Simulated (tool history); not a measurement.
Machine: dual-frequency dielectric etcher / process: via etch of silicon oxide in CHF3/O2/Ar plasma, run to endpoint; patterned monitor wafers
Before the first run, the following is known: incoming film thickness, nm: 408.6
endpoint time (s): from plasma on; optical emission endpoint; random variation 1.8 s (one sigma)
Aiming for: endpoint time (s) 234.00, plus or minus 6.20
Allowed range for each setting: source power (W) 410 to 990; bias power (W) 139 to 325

run	hour	source power (W)	bias power (W)	endpoint time (s)
1	0.0	700	232	190.68
2	4.1	760	232	182.86
3	12.0	840	232	174.20
4	17.7	730	218	187.96
5	18.9	630	205	203.49
6	22.2	570	198	217.68
7	26.3	570	198	218.95
8	32.7	550	196	224.71
9	33.5	540	195	221.22

Consider the 5 candidate settings below. Which is the only one whose results all fall within their allowed miss of target?
A	34.3	500	188	?
B	34.3	610	223	?
C	34.3	650	189	?
D	34.3	710	178	?
E	34.3	480	172	?

move	endpoint time (s)
A	235.97
B	204.65
C	208.59
D	203.81
E	246.78
A: hits every target within its allowed miss
B: its largest miss is bigger than the last run's
C: its largest miss is bigger than the last run's
D: its largest miss is bigger than the last run's
E: takes the biggest miss from the last run beyond its target
Answer: A
